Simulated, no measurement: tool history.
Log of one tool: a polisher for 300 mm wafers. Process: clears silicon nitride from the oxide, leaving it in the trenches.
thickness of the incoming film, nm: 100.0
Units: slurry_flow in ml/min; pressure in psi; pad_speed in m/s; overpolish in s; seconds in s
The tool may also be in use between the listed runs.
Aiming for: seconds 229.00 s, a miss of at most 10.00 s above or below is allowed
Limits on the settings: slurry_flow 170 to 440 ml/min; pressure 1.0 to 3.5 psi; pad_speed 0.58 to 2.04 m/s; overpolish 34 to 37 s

| run | hour | slurry_flow | pressure | pad_speed | overpolish | seconds |
|---|---|---|---|---|---|---|
| 1 | 0.0 | 280 | 2.2 | 1.30 | 34 | 109.65 |
| 2 | 2.8 | 280 | 1.8 | 1.22 | 34 | 139.05 |
| 3 | 4.2 | 280 | 1.8 | 1.22 | 34 | 143.59 |
| 4 | 8.5 | 350 | 1.8 | 1.22 | 34 | 138.88 |
| 5 | 14.7 | 350 | 1.5 | 1.16 | 34 | 178.44 |
| 6 | 16.8 | 350 | 2.0 | 1.16 | 34 | 131.78 |
| 7 | 23.8 | 350 | 1.7 | 1.14 | 34 | 158.28 |
| 8 | 30.2 | 350 | 1.5 | 1.14 | 34 | 178.85 |
| 9 | 31.7 | 350 | 1.4 | 1.14 | 34 | 188.13 |
| 10 | 39.7 | 350 | 1.4 | 1.14 | 34 | 190.02 |
| 11 | 43.5 | 350 | 1.3 | 1.14 | 34 | 201.39 |
| 12 | 50.6 | 350 | 1.2 | 1.14 | 34 | 216.67 |

Exercise: of the 5 proposed moves below, exactly one satisfies all targets within the stated allowed misses. Which move is it?
| A | 57.7 | 365 | 1.2 | 1.22 | 37 | ? |
| B | 57.7 | 350 | 1.1 | 1.40 | 34 | ? |
| C | 57.7 | 400 | 1.1 | 1.16 | 37 | ? |
| D | 57.7 | 440 | 1.6 | 0.88 | 36 | ? |
| E | 57.7 | 355 | 1.2 | 1.22 | 36 | ? |

| move | seconds |
|---|---|
| A | 202.59 |
| B | 193.40 |
| C | 229.50 |
| D | 207.21 |
| E | 202.92 |
A: moves away from the targets compared with the last run
B: moves away from the targets compared with the last run
C: every result lands within tolerance
D: moves away from the targets compared with the last run
E: moves away from the targets compared with the last run
The move that meets every target is C.
